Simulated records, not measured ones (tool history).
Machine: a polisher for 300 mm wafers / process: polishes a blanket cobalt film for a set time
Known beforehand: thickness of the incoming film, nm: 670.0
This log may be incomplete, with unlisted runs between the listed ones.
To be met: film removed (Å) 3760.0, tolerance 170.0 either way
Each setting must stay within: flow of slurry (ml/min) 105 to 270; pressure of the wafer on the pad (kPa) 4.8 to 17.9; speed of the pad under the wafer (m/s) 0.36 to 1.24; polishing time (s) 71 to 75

run,day,flow of slurry (ml/min),pressure of the wafer on the pad (kPa),speed of the pad under the wafer (m/s),polishing time (s),film removed (Å)
1,0.000,175,11.0,0.80,71,2511.2
2,0.179,175,11.0,0.72,71,2257.4
3,0.350,175,11.7,0.72,71,2434.1
4,0.542,175,11.7,0.56,71,1937.1
5,0.575,175,12.4,0.56,71,2042.0
6,0.871,175,12.4,0.56,71,2051.2
7,0.988,175,13.1,0.58,71,2220.6
8,1.117,175,13.8,0.60,71,2426.5
9,1.183,175,14.5,0.60,71,2469.6
10,1.429,175,15.2,0.62,71,2781.6
11,1.792,175,15.9,0.62,71,2858.7
12,2.071,175,15.9,0.64,71,2928.3
13,2.117,175,15.9,0.66,71,3015.4
14,2.479,175,17.2,0.68,71,3322.5

Consider the 5 candidate settings below. Which is the only one whose results all fall within their allowed miss of target?
A,2.842,185,14.5,0.68,75,?
B,2.842,195,17.9,0.56,75,?
C,2.842,175,17.9,0.50,75,?
D,2.842,180,15.9,0.74,71,?
E,2.842,180,15.9,0.82,74,?

move,film removed (Å)
A,3016.4
B,3158.8
C,2834.0
D,3351.4
E,3827.8
A: its largest miss is bigger than the last run's
B: its largest miss is bigger than the last run's
C: its largest miss is bigger than the last run's
D: gains on the last run, yet a result remains outside its allowed miss
E: in spec on every target
Correct choice: E, which meets every target
